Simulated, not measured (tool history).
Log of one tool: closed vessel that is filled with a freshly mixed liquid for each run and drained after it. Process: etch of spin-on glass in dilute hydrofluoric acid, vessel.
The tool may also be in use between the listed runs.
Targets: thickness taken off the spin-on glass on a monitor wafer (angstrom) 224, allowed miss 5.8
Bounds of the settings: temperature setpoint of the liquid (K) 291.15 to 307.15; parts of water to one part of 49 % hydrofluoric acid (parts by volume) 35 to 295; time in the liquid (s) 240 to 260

| run | hour | temperature setpoint of the liquid (K) | parts of water to one part of 49 % hydrofluoric acid (parts by volume) | time in the liquid (s) | thickness taken off the spin-on glass on a monitor wafer (angstrom) |
|---|---|---|---|---|---|
| 1 | 0 | 299.15 | 165 | 240 | 352.32 |
| 2 | 1.9 | 297.15 | 170 | 240 | 318.36 |
| 3 | 7.9 | 295.65 | 175 | 240 | 288.52 |
| 4 | 14.6 | 294.65 | 180 | 240 | 267.82 |
| 5 | 20.5 | 294.65 | 180 | 260 | 289.87 |
|  | 27.1 | hydrofluoric acid flow meter replaced |
| 6 | 27.1 | 294.65 | 180 | 260 | 317.93 |
| 7 | 30 | 293.65 | 190 | 260 | 288.09 |
| 8 | 36.6 | 293.15 | 195 | 260 | 270.61 |

Which of these 4 next moves meets every target?
| A | 43.2 | 292.15 | 205 | 240 | ? |
| B | 43.2 | 291.65 | 195 | 240 | ? |
| C | 43.2 | 292.15 | 150 | 260 | ? |
| D | 43.2 | 292.65 | 150 | 260 | ? |

| move | thickness taken off the spin-on glass on a monitor wafer (angstrom) |
|---|---|
| A | 225.29 |
| B | 234.48 |
| C | 352.11 |
| D | 359.24 |
A: meets every target
B: nearer than the last run, and not there yet
C: further off than the last run
D: further off than the last run
The right move is A.
